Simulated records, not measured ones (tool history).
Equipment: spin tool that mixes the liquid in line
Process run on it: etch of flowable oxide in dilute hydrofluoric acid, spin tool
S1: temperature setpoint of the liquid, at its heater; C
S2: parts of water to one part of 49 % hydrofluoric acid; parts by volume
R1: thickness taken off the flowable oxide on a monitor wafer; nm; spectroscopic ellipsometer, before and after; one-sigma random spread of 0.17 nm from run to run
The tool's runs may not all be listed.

run 1 day=0 | S1=25 S2=160 time_under_the_liquid_(s)=60 | R1=9.3071
run 2 day=0.308 | S1=26 S2=150 time_under_the_liquid_(s)=60 | R1=10.578
run 3 day=0.433 | S1=24.5 S2=150 time_under_the_liquid_(s)=60 | R1=10.022
run 4 day=0.612 | S1=25.5 S2=145 time_under_the_liquid_(s)=60 | R1=10.713
run 5 day=0.833 | S1=26.5 S2=140 time_under_the_liquid_(s)=60 | R1=11.79
run 6 day=1.138 | S1=27.5 S2=135 time_under_the_liquid_(s)=60 | R1=12.536

Estimate the outcome of run 7 from the log above:
run 7 day=1.179 | S1=28.5 S2=130 time_under_the_liquid_(s)=60 | R1=?

R1: 13.735 nm
